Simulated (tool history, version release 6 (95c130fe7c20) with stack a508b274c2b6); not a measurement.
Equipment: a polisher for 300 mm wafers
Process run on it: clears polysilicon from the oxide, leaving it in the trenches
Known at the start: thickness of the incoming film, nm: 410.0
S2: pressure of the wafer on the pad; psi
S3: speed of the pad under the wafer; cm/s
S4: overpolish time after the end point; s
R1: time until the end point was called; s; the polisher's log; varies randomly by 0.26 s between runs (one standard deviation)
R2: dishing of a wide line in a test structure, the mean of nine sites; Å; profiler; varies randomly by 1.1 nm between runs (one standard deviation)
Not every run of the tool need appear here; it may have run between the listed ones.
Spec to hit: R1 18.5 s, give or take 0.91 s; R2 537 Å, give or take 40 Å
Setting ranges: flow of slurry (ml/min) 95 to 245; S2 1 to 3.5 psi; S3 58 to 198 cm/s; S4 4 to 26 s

run 1 hour=0 | flow_of_slurry_(ml/min)=155 S2=2.2 S3=128 S4=13 | R1=30.386 R2=661.29
run 2 hour=3.9 | flow_of_slurry_(ml/min)=160 S2=2.5 S3=130 S4=10 | R1=26.127 R2=624.51
run 3 hour=4.8 | flow_of_slurry_(ml/min)=175 S2=2.8 S3=128 S4=8 | R1=23.989 R2=624.3
run 4 hour=9.4 | flow_of_slurry_(ml/min)=190 S2=2.8 S3=128 S4=8 | R1=23.008 R2=625.26
run 5 hour=13.4 | flow_of_slurry_(ml/min)=180 S2=3 S3=128 S4=7 | R1=21.505 R2=627.23
run 6 hour=14 | flow_of_slurry_(ml/min)=180 S2=3 S3=128 S4=4 | R1=21.496 R2=514.41
run 7 hour=19.7 | flow_of_slurry_(ml/min)=180 S2=3.1 S3=130 S4=4 | R1=20.707 R2=506.04
run 8 hour=22.3 | flow_of_slurry_(ml/min)=185 S2=3.2 S3=130 S4=4 | R1=19.552 R2=525.16

Which single option among these 4 for the next run brings every result within its allowed miss of target? Just one does.
run A hour=24.9 | flow_of_slurry_(ml/min)=215 S2=3.1 S3=126 S4=4 | R1=? R2=?
run B hour=24.9 | flow_of_slurry_(ml/min)=195 S2=3.3 S3=136 S4=4 | R1=? R2=?
run C hour=24.9 | flow_of_slurry_(ml/min)=190 S2=2.7 S3=148 S4=4 | R1=? R2=?
run D hour=24.9 | flow_of_slurry_(ml/min)=135 S2=3.4 S3=124 S4=5 | R1=? R2=?

move=A R1=20.707 R2=524.39
move=B R1=18.324 R2=553.86
move=C R1=20.612 R2=525.52
move=D R1=20.758 R2=576.28
A: moves away from the targets compared with the last run
B: all results land within tolerance of their targets
C: moves away from the targets compared with the last run
D: moves away from the targets compared with the last run
Move B is the one to make.

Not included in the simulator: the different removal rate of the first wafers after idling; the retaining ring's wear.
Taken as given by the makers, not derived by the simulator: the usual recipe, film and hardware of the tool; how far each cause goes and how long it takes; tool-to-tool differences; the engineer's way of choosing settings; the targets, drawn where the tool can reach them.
